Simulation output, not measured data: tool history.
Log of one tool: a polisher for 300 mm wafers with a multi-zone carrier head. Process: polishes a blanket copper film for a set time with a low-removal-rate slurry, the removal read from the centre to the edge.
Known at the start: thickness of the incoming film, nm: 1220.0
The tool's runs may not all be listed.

run    day  flow of slurry (ml/min)  pressure of the head's centre zone  pressure of the head's middle zone  pressure of the head's edge zone  abrasive content of the slurry  polishing time (s)  film removed at the wafer's centre (angstrom)  film removed at mid-radius (angstrom)  film removed at the wafer's edge (angstrom)
  1      0                      140                                   1                                   1                                 1                               1                  67                                         2054.9                                 2012.6                                       2119.6
  2  0.025                      150                                1.02                                   1                                 1                               1                  67                                         2073.8                                   2023                                       2183.2
  3   0.05                      150                                1.05                                1.01                              0.98                            1.05                  67                                         2221.1                                 2086.5                                       2178.4
  4    0.4                      150                                1.05                                1.01                              0.98                             0.9                  67                                         2106.6                                 1962.3                                       2070.8
  5  0.479                      160                                1.07                                1.02                              0.98                             0.9                  67                                         2202.4                                 2090.2                                       2085.7
  6  0.621                      160                                1.07                                1.02                              0.98                             0.9                  82                                         2679.8                                 2508.2                                       2579.7
  7  0.692                      150                                1.07                                1.02                              0.96                             0.9                  82                                         2692.5                                 2473.6                                       2582.7

Run 8 comes next. What will it give?
  8  1.012                      145                                1.07                                1.02                              0.94                            0.85                  82                                              ?                                      ?                                            ?

{"run 8": {"film removed at the wafer's centre (angstrom)": 2589, "film removed at mid-radius (angstrom)": 2437.6, "film removed at the wafer's edge (angstrom)": 2511.9}}

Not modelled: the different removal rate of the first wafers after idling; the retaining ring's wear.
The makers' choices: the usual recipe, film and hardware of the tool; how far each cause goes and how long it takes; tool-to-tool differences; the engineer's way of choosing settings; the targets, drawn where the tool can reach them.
